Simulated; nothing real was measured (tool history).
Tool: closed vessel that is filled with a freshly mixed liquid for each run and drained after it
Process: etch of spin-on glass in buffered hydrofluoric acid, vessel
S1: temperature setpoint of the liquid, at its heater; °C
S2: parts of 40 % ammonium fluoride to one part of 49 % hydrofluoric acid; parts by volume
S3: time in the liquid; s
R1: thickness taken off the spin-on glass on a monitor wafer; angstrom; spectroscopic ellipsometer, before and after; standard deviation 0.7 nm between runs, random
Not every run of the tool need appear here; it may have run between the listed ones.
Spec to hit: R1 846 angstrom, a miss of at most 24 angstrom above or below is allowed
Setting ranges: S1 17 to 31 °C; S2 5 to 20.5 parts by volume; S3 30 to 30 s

run,day,S1,S2,S3,R1
1,0,23,12.5,30,616.67
2,0.142,24.5,12.5,30,671.21
3,0.475,25.5,12.5,30,710.71
4,0.812,25.5,12.5,30,709.13
5,0.954,25.5,12.5,30,696.96
6,0.992,26.5,12.5,30,741.75
7,1.229,27,12.5,30,758.73
8,1.296,27.5,12.5,30,783.38
9,1.375,28,12.5,30,811.98

Consider the 4 candidate settings below. Which is the only one whose results all fall within their allowed miss of target?
A,1.454,27,13,30,?
B,1.454,27.5,13,30,?
C,1.454,31,15,30,?
D,1.454,31,14,30,?

move,R1
A,743.41
B,763.69
C,799.6
D,855.51
A: lands further from the targets than the last run did
B: lands further from the targets than the last run did
C: lands further from the targets than the last run did
D: every result within its allowed miss
D is the move that brings every result within its allowed miss.

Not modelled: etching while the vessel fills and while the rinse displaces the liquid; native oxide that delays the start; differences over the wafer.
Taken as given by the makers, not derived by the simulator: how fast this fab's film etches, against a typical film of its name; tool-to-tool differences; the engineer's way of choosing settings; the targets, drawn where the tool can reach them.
